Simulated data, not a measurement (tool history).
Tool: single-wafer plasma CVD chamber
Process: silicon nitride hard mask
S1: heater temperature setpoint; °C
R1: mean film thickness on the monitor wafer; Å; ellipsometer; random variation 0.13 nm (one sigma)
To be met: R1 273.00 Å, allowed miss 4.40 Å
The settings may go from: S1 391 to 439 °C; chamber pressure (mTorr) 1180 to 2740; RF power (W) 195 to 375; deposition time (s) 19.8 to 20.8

Run 1, hour 0.0: S1 415 °C, chamber pressure (mTorr) 1960, RF power (W) 285, deposition time (s) 20.8. Result: R1 238.98 Å.
Run 2, hour 8.6: S1 415 °C, chamber pressure (mTorr) 1960, RF power (W) 285, deposition time (s) 20.8. Result: R1 242.03 Å.
Run 3, hour 12.1: S1 415 °C, chamber pressure (mTorr) 2160, RF power (W) 290, deposition time (s) 20.8. Result: R1 247.56 Å.
Run 4, hour 20.6: S1 415 °C, chamber pressure (mTorr) 2280, RF power (W) 300, deposition time (s) 20.8. Result: R1 256.43 Å.
Run 5, hour 29.5: S1 419 °C, chamber pressure (mTorr) 2280, RF power (W) 300, deposition time (s) 20.8. Result: R1 256.90 Å.
Run 6, hour 33.0: S1 419 °C, chamber pressure (mTorr) 2280, RF power (W) 300, deposition time (s) 19.8. Result: R1 243.92 Å.
Run 7, hour 39.9: S1 419 °C, chamber pressure (mTorr) 2390, RF power (W) 310, deposition time (s) 19.8. Result: R1 253.82 Å.
Run 8, hour 46.0: S1 419 °C, chamber pressure (mTorr) 2470, RF power (W) 315, deposition time (s) 19.8. Result: R1 258.39 Å.
Run 9, hour 48.1: S1 419 °C, chamber pressure (mTorr) 2530, RF power (W) 320, deposition time (s) 19.8. Result: R1 265.12 Å.
Run 10, hour 56.2: S1 419 °C, chamber pressure (mTorr) 2710, RF power (W) 320, deposition time (s) 19.8. Result: R1 267.49 Å.

4 next moves are on the table. One of them brings every result within its allowed miss. Which?
Run A, hour 64.3: S1 419 °C, chamber pressure (mTorr) 2580, RF power (W) 345, deposition time (s) 20.0. Result: R1 ?.
Run B, hour 64.3: S1 417 °C, chamber pressure (mTorr) 2680, RF power (W) 305, deposition time (s) 19.8. Result: R1 ?.
Run C, hour 64.3: S1 421 °C, chamber pressure (mTorr) 2740, RF power (W) 325, deposition time (s) 20.6. Result: R1 ?.
Run D, hour 64.3: S1 421 °C, chamber pressure (mTorr) 2710, RF power (W) 320, deposition time (s) 20.4. Result: R1 ?.

move      R1
   A  284.34
   B  255.41
   C  281.21
   D  274.43
A: takes the result that was furthest off past its target
B: further off than the last run
C: takes the result that was furthest off past its target
D: meets every target
Move D is the one to make.
